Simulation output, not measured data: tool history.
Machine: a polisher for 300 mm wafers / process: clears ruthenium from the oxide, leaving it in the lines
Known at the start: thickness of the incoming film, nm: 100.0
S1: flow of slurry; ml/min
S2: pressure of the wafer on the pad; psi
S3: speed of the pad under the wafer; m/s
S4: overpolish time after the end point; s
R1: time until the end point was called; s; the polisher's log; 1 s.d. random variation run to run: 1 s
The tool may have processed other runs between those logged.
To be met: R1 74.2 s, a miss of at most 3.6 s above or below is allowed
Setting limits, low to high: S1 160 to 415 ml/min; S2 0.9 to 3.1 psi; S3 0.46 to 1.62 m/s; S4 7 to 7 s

run  hour   S1   S2    S3  S4      R1
  1     0  265    2  1.04   7  95.592
  2   5.1  265  2.1  1.04   7  94.066
  3   6.8  265  2.2  1.04   7  91.768
  4  10.6  265  2.2  1.04   7  89.334
  5  11.3  265  2.2  1.04   7  89.872
  6  19.3  265  2.2  1.04   7  90.119
  7  23.1  265  2.3  1.04   7  90.338
  8  27.9  265  2.4  1.06   7  83.576
  9  32.2  265  2.5  1.06   7  80.693
 10  32.7  265  2.6  1.06   7  79.128

Of the 4 settings listed for the next run, only one would bring every result within its allowed miss of target. Which one?
  A  33.2  225  2.3  1.14   7   ?
  B  33.2  235  3.1   1.1   7   ?
  C  33.2  325  1.8  1.42   7   ?
  D  33.2  300  2.4  1.08   7   ?

move      R1
   A  80.323
   B  66.398
   C  73.527
   D  79.458
A: further off than the last run
B: takes the biggest miss from the last run beyond its target
C: meets every target
D: further off than the last run
Answer: C
